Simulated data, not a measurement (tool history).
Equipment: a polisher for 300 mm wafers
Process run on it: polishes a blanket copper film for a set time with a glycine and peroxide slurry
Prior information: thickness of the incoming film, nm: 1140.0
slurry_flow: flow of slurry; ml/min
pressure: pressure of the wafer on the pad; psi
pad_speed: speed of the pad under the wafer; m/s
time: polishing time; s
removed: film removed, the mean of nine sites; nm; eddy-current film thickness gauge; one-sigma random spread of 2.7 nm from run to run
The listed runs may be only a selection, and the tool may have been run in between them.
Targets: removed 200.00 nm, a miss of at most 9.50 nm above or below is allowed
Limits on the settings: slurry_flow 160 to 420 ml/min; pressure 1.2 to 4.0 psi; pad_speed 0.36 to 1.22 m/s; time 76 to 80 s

run  hour  slurry_flow  pressure  pad_speed  time  removed
  1   0.0          270       2.6       0.78    76   326.52
  2   8.5          270       2.5       0.76    76   309.44
  3  16.7          270       2.9       0.76    76   354.14
  4  21.7          270       2.9       0.64    76   318.10
  5  27.4          270       2.8       0.64    76   304.41
  6  28.4          245       2.8       0.64    76   300.80
  7  30.8          245       2.7       0.64    76   300.84
  8  34.0          240       2.0       0.52    76   215.80
  9  39.3          240       1.7       0.50    76   189.14

Next run, 5 choices. One meets every target within its allowed miss, the rest don't. Which?
  A  44.6          305       1.8       0.36    76        ?
  B  44.6          205       1.9       0.40    76        ?
  C  44.6          230       1.5       0.46    80        ?
  D  44.6          165       1.7       0.38    77        ?
  E  44.6          250       1.4       0.64    80        ?

move  removed
   A   177.76
   B   185.35
   C   181.01
   D   169.32
   E   201.30
A: the biggest miss grows against the last run
B: the biggest miss grows against the last run
C: the biggest miss grows against the last run
D: the biggest miss grows against the last run
E: hits every target within its allowed miss
Move E is the one to make.

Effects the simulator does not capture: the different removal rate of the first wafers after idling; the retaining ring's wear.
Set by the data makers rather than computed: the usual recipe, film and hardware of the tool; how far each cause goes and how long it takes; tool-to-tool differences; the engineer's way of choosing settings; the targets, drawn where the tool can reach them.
